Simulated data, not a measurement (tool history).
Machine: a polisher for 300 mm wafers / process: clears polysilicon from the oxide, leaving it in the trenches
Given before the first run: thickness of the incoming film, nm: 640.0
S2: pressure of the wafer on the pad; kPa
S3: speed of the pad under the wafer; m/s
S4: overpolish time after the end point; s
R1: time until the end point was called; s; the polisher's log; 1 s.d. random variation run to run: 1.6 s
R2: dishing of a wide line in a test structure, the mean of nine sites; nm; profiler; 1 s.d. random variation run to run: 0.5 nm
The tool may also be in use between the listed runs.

Run 1, day 0.000: flow of slurry (ml/min) 220, S2 15.9 kPa, S3 1.00 m/s, S4 15 s. Result: R1 50.311 s, R2 44.114 nm.
Run 2, day 0.246: flow of slurry (ml/min) 220, S2 13.8 kPa, S3 0.94 m/s, S4 14 s. Result: R1 60.557 s, R2 41.742 nm.
Run 3, day 0.479: flow of slurry (ml/min) 215, S2 13.1 kPa, S3 0.88 m/s, S4 17 s. Result: R1 68.512 s, R2 43.092 nm.
Run 4, day 0.575: flow of slurry (ml/min) 215, S2 13.1 kPa, S3 1.02 m/s, S4 17 s. Result: R1 57.809 s, R2 42.737 nm.
Run 5, day 0.912: flow of slurry (ml/min) 265, S2 13.1 kPa, S3 1.02 m/s, S4 17 s. Result: R1 59.406 s, R2 43.788 nm.
Run 6, day 1.217: flow of slurry (ml/min) 315, S2 13.1 kPa, S3 1.02 m/s, S4 17 s. Result: R1 56.149 s, R2 43.239 nm.
Run 7, day 1.242: flow of slurry (ml/min) 290, S2 9.0 kPa, S3 0.74 m/s, S4 11 s. Result: R1 113.100 s, R2 34.096 nm.
Run 8, day 1.404: flow of slurry (ml/min) 285, S2 9.0 kPa, S3 0.74 m/s, S4 14 s. Result: R1 113.800 s, R2 37.943 nm.

Forecast run 9:
Run 9, day 1.650: flow of slurry (ml/min) 285, S2 9.0 kPa, S3 0.74 m/s, S4 14 s. Result: R1 ?, R2 ?.

{"run 9": {"R1": 113.15, "R2": 37.586}}

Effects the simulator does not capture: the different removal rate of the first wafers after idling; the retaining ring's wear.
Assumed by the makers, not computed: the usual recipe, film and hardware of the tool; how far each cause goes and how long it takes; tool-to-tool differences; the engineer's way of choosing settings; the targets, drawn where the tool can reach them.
